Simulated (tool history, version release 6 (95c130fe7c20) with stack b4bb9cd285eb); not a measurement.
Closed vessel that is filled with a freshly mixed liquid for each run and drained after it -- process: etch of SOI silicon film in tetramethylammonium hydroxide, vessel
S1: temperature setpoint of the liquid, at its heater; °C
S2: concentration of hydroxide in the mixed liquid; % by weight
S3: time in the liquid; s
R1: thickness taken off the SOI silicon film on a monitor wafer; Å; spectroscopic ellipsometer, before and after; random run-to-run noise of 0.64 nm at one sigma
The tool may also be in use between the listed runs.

run	hour	S1	S2	S3	R1
1	0	59	12.5	30	1028.5
2	8.3	57.5	12.5	30	927.03
3	11.6	56.5	12.5	30	894.08
4	16.2	56.5	12.5	30	870.21
5	18.4	55.5	12.5	30	826.09
6	23.5	54.5	12.5	30	756.47

Predict the results of run 7:
7	32	54	12.5	30	?

R1: 737.03 Å
